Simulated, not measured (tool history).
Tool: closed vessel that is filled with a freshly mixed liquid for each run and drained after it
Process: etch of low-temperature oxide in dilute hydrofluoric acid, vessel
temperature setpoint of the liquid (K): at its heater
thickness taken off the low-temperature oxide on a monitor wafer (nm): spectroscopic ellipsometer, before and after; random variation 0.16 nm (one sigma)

run    day  temperature setpoint of the liquid (K)  parts of water to one part of 49 % hydrofluoric acid (parts by volume)  time in the liquid (s)  thickness taken off the low-temperature oxide on a monitor wafer (nm)
  1  0.000                                  293.15                                                                     265                    1300                                                                 45.570
  2  0.079                                  292.15                                                                     280                    1300                                                                 41.039
  3  0.162                                  294.15                                                                     280                    1300                                                                 44.459
  4  0.558                                  294.15                                                                     235                    1300                                                                 54.601
  5  0.654                                  293.15                                                                     260                    1300                                                                 46.447
  6  0.862                                  293.15                                                                     305                    1300                                                                 38.279

Run 7 comes next. What will it give?
  7  1.100                                  292.15                                                                     305                    1300                                                                      ?

Run 7 gave thickness taken off the low-temperature oxide on a monitor wafer (nm) 36.651.
